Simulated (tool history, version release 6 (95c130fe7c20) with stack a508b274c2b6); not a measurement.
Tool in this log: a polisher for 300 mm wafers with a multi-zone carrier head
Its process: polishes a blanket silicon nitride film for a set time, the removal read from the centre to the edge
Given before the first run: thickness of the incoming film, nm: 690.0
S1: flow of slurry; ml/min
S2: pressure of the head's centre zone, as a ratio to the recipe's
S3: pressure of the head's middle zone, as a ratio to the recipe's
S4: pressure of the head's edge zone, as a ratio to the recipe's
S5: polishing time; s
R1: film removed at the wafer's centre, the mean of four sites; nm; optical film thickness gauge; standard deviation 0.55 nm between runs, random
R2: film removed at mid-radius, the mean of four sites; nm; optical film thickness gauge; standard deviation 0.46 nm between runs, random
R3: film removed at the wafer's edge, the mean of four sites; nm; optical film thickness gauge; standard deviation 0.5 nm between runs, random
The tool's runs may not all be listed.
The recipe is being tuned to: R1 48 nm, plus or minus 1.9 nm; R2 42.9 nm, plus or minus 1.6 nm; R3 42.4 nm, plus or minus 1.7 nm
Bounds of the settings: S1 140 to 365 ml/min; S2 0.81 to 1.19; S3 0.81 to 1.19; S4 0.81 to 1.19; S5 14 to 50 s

| run | hour | S1 | S2 | S3 | S4 | S5 | R1 | R2 | R3 |
|---|---|---|---|---|---|---|---|---|---|
| 1 | 0 | 235 | 1 | 1 | 1 | 32 | 61.419 | 57.614 | 58.08 |
| 2 | 7 | 235 | 1 | 0.99 | 0.97 | 30 | 56.515 | 55.661 | 55.3 |
| 3 | 9.7 | 255 | 1 | 0.99 | 0.97 | 30 | 58.007 | 54.87 | 54.953 |
| 4 | 16.9 | 255 | 0.95 | 0.99 | 0.97 | 30 | 54.198 | 54.398 | 55.393 |
| 5 | 17.7 | 305 | 0.95 | 0.99 | 0.97 | 30 | 55.233 | 56.023 | 55.339 |
| 6 | 21.8 | 305 | 0.95 | 0.94 | 0.97 | 30 | 54.629 | 53.11 | 56.314 |
| 7 | 24.8 | 310 | 0.98 | 0.94 | 0.96 | 28 | 52.655 | 50.171 | 52.161 |
| 8 | 31.6 | 315 | 1 | 0.94 | 0.95 | 27 | 53.246 | 49.243 | 50.084 |
| 9 | 35.6 | 320 | 1.01 | 0.93 | 0.93 | 26 | 50.994 | 46.776 | 48.213 |
| 10 | 39.8 | 320 | 1.02 | 0.93 | 0.91 | 25 | 49.656 | 44.835 | 45.39 |
| 11 | 48.3 | 320 | 1.02 | 0.93 | 0.89 | 25 | 49.937 | 44.867 | 46.548 |

Of the 4 settings listed for the next run, only one would bring every result within its allowed miss of target. Which one?
| A | 56.8 | 365 | 1.06 | 0.98 | 0.91 | 23 | ? | ? | ? |
| B | 56.8 | 300 | 0.9 | 0.81 | 0.84 | 28 | ? | ? | ? |
| C | 56.8 | 365 | 1.08 | 1.02 | 0.91 | 24 | ? | ? | ? |
| D | 56.8 | 340 | 1.01 | 0.91 | 0.89 | 27 | ? | ? | ? |

| move | R1 | R2 | R3 |
|---|---|---|---|
| A | 48.212 | 43.163 | 42.608 |
| B | 48.862 | 44.225 | 50.408 |
| C | 51.278 | 46.582 | 44.437 |
| D | 53.561 | 47.382 | 49.591 |
A: all results land within tolerance of their targets
B: the biggest miss grows against the last run
C: closer than the last run, but not yet in spec
D: the biggest miss grows against the last run
The right move is A.
